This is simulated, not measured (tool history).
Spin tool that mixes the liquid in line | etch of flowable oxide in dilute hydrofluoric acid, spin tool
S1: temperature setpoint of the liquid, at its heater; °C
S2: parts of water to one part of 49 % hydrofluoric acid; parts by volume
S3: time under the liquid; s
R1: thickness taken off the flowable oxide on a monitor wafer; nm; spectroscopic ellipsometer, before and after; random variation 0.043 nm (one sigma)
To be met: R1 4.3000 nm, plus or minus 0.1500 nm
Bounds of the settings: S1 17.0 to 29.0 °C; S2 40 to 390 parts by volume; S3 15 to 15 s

run 1 hour=0.0 | S1=21.0 S2=215 S3=15 | R1=2.1075
run 2 hour=7.4 | S1=21.0 S2=215 S3=15 | R1=2.1059
run 3 hour=11.6 | S1=22.5 S2=200 S3=15 | R1=2.3580
run 4 hour=13.1 | S1=23.5 S2=180 S3=15 | R1=2.8184
run 5 hour=20.6 | S1=22.0 S2=180 S3=15 | R1=2.6731
run 6 hour=27.1 | S1=23.0 S2=170 S3=15 | R1=3.0620
run 7 hour=32.1 | S1=27.0 S2=160 S3=15 | R1=3.7490
run 8 hour=34.9 | S1=27.5 S2=160 S3=15 | R1=3.7299
run 9 hour=35.4 | S1=28.0 S2=155 S3=15 | R1=4.0019

Consider the 5 candidate settings below. Which is the only one whose results all fall within their allowed miss of target?
run A hour=35.9 | S1=23.0 S2=145 S3=15 | R1=?
run B hour=35.9 | S1=27.0 S2=155 S3=15 | R1=?
run C hour=35.9 | S1=27.5 S2=145 S3=15 | R1=?
run D hour=35.9 | S1=28.0 S2=135 S3=15 | R1=?
run E hour=35.9 | S1=24.5 S2=125 S3=15 | R1=?

move=A R1=3.5820
move=B R1=3.8532
move=C R1=4.2478
move=D R1=4.7069
move=E R1=4.5070
A: further off than the last run
B: further off than the last run
C: each result inside its tolerance
D: takes the biggest miss from the last run beyond its target
E: takes the biggest miss from the last run beyond its target
Answer: C
